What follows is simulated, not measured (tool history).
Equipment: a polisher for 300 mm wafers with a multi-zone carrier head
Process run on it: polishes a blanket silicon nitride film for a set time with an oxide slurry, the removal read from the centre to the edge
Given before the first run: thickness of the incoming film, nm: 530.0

run  hour  flow of slurry (ml/min)  pressure of the head's centre zone  pressure of the head's middle zone  pressure of the head's edge zone  abrasive content of the slurry  polishing time (s)  film removed at the wafer's centre (nm)  film removed at mid-radius (nm)  film removed at the wafer's edge (nm)
  1     0                      135                                   1                                   1                                 1                               1                  34                                   18.179                           18.427                                  18.74
  2   1.6                      135                                1.06                                   1                                 1                               1                  34                                   19.117                           18.329                                 18.593
  3   5.2                      140                                1.05                                1.02                              1.02                            1.05                  34                                   19.252                           19.161                                 19.152
  4  13.2                      145                                1.05                                1.03                              1.03                             1.1                  34                                   19.906                           19.986                                 19.287
  5    17                      145                                1.04                                1.03                              1.04                            1.15                  34                                   20.192                           19.766                                 19.767
  6  25.9                      145                                1.02                                1.04                              1.05                             1.2                  34                                   19.865                           20.315                                 20.216
  7  31.3                      145                                1.01                                1.05                              1.06                            1.25                  34                                   20.247                           20.803                                 20.821
  8    37                      145                                   1                                1.06                              1.07                             1.3                  34                                   20.078                           21.294                                 21.196

Expected results for the next run?
  9  43.4                      150                                   1                                1.07                              1.08                             1.3                  34                                        ?                                ?                                      ?

Run 9 yielded film removed at the wafer's centre (nm) 20.508, film removed at mid-radius (nm) 21.218, film removed at the wafer's edge (nm) 21.214.

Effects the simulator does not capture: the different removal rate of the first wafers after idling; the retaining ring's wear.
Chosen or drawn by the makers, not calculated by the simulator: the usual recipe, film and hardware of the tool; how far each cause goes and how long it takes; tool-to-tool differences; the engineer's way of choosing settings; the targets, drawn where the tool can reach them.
